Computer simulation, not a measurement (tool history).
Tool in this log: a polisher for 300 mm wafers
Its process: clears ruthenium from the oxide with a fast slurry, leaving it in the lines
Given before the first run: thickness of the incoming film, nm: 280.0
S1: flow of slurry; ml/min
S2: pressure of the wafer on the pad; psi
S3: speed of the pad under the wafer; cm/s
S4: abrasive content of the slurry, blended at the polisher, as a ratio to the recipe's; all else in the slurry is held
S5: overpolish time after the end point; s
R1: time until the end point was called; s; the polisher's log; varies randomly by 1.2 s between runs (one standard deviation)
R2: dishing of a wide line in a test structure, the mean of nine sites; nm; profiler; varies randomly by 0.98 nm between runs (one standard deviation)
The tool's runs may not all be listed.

Run 1, day 0: S1 130 ml/min, S2 3.1 psi, S3 94 cm/s, S4 1, S5 26 s. Result: R1 63.607 s, R2 68.759 nm.
Run 2, day 0.283: S1 130 ml/min, S2 2.8 psi, S3 94 cm/s, S4 1, S5 24 s. Result: R1 69.691 s, R2 61.049 nm.
Run 3, day 0.35: S1 130 ml/min, S2 3.4 psi, S3 94 cm/s, S4 1, S5 24 s. Result: R1 57.278 s, R2 69.624 nm.
Run 4, day 0.725: S1 130 ml/min, S2 3 psi, S3 94 cm/s, S4 1, S5 23 s. Result: R1 65.255 s, R2 65.334 nm.
Run 5, day 0.933: S1 155 ml/min, S2 3 psi, S3 94 cm/s, S4 1, S5 23 s. Result: R1 62.601 s, R2 64.455 nm.
Run 6, day 1.217: S1 155 ml/min, S2 3.7 psi, S3 94 cm/s, S4 1, S5 23 s. Result: R1 51.484 s, R2 76.026 nm.
Run 7, day 1.308: S1 155 ml/min, S2 3.7 psi, S3 94 cm/s, S4 1, S5 23 s. Result: R1 50.243 s, R2 71.555 nm.

Estimate the outcome of run 8 from the log above:
Run 8, day 1.521: S1 140 ml/min, S2 2.8 psi, S3 90 cm/s, S4 1, S5 22 s. Result: R1 ?, R2 ?.

R1: 70.305 s
R2: 56.644 nm
